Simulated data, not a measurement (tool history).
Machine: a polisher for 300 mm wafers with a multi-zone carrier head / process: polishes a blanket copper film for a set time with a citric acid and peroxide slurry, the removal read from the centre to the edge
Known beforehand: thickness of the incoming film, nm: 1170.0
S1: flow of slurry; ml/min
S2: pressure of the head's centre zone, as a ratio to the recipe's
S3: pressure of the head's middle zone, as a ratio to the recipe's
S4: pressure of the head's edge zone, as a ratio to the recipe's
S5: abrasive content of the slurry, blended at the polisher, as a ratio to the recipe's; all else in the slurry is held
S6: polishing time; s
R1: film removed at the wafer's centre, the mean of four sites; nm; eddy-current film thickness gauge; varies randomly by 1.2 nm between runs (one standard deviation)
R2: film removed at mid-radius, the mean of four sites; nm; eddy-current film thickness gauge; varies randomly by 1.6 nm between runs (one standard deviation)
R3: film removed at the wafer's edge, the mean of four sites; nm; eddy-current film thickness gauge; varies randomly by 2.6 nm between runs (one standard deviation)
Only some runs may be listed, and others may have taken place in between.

run,day,S1,S2,S3,S4,S5,S6,R1,R2,R3
1,0.000,190,1.00,1.00,1.00,1.00,82,159.54,164.34,163.49
2,0.050,200,0.99,1.04,1.04,1.10,83,163.09,174.83,175.62
3,0.175,215,0.98,1.08,1.04,1.20,84,170.24,189.09,180.56
4,0.425,215,0.98,1.08,1.11,1.20,84,169.19,185.41,185.46
5,0.733,225,0.96,1.11,1.12,1.25,85,169.85,196.47,190.63
6,1.054,255,0.96,1.11,1.12,1.25,85,174.16,198.08,192.92

For run 7, what comes out?
7,1.258,255,0.95,1.13,1.13,1.30,86,?,?,?

{"run 7": {"R1": 176.19, "R2": 207.54, "R3": 197.26}}

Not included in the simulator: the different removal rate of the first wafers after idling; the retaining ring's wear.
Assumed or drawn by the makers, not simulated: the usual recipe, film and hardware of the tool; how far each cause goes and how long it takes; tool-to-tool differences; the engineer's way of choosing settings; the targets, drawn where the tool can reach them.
